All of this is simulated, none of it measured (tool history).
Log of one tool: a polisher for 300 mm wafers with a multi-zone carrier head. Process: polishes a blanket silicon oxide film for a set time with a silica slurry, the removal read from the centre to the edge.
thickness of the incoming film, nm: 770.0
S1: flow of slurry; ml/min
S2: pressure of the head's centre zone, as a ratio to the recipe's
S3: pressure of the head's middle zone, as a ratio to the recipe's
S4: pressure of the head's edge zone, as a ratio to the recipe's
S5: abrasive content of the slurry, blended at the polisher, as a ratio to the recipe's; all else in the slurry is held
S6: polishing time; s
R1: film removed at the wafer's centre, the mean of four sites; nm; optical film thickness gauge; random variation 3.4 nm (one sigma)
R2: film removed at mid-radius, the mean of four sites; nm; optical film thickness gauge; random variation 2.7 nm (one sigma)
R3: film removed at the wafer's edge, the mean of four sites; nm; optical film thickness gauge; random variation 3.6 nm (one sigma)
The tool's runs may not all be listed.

Run 1, day 0.000: S1 315 ml/min, S2 1.00, S3 1.00, S4 1.00, S5 1.00, S6 71 s. Result: R1 319.42 nm, R2 311.34 nm, R3 310.40 nm.
Run 2, day 0.029: S1 315 ml/min, S2 1.00, S3 1.00, S4 1.08, S5 1.00, S6 71 s. Result: R1 316.44 nm, R2 309.76 nm, R3 313.67 nm.
Run 3, day 0.196: S1 315 ml/min, S2 0.99, S3 1.00, S4 1.09, S5 1.05, S6 71 s. Result: R1 321.35 nm, R2 318.49 nm, R3 331.90 nm.
Run 4, day 0.429: S1 315 ml/min, S2 0.95, S3 1.00, S4 1.09, S5 1.05, S6 71 s. Result: R1 309.51 nm, R2 321.69 nm, R3 322.97 nm.
Run 5, day 0.733: S1 360 ml/min, S2 0.95, S3 1.00, S4 1.09, S5 1.05, S6 71 s. Result: R1 307.89 nm, R2 320.84 nm, R3 333.24 nm.
Run 6, day 0.833: S1 360 ml/min, S2 0.95, S3 1.00, S4 1.04, S5 1.05, S6 71 s. Result: R1 308.33 nm, R2 321.53 nm, R3 323.92 nm.
Run 7, day 0.962: S1 370 ml/min, S2 0.96, S3 1.01, S4 1.06, S5 1.05, S6 71 s. Result: R1 318.26 nm, R2 328.04 nm, R3 322.52 nm.
Run 8, day 0.988: S1 365 ml/min, S2 0.96, S3 1.01, S4 1.07, S5 1.10, S6 71 s. Result: R1 328.82 nm, R2 333.48 nm, R3 346.01 nm.
Run 9, day 1.233: S1 370 ml/min, S2 0.96, S3 1.02, S4 1.08, S5 1.10, S6 71 s. Result: R1 329.14 nm, R2 337.89 nm, R3 338.84 nm.
Run 10, day 1.408: S1 375 ml/min, S2 0.96, S3 1.02, S4 1.09, S5 1.10, S6 71 s. Result: R1 328.59 nm, R2 341.97 nm, R3 335.66 nm.

The next listed run, before its measurement:
Run 11, day 1.467: S1 375 ml/min, S2 0.96, S3 1.02, S4 1.09, S5 1.15, S6 71 s. Result: R1 ?, R2 ?, R3 ?.

Run 11 gave R1 332.96 nm, R2 348.36 nm, R3 344.21 nm.

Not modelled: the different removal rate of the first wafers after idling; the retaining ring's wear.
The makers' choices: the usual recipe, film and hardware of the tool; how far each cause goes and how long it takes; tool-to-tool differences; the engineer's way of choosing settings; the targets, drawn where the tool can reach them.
